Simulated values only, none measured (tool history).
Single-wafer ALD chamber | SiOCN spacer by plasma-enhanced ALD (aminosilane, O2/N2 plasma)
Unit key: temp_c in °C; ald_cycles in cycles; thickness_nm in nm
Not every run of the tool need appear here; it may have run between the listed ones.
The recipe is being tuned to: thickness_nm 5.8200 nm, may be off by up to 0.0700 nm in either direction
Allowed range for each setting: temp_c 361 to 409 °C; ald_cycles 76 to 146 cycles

run,hour,temp_c,ald_cycles,thickness_nm
1,0.0,385,111,6.7893
2,1.2,391,111,6.7926
3,9.8,383,111,6.8134
4,12.2,389,111,6.8064
# hour 12.9: thermocouple changed; heater temperature recalibrated
5,12.9,389,106,6.5219
6,18.4,383,106,6.4968
7,21.3,383,102,6.2433
8,30.4,383,100,6.1192
9,31.8,383,98,6.0153
10,37.6,383,97,5.9350

Exercise: of the 4 proposed moves below, exactly one satisfies all targets within the stated allowed misses. Which move is it?
A,43.4,375,98,?
B,43.4,380,93,?
C,43.4,371,98,?
D,43.4,400,95,?

move,thickness_nm
A,5.9987
B,5.6926
C,5.9987
D,5.8150
A: further off than the last run
B: the result that was furthest off in the last run now lies on the other side of its target
C: further off than the last run
D: meets every target
Answer: D
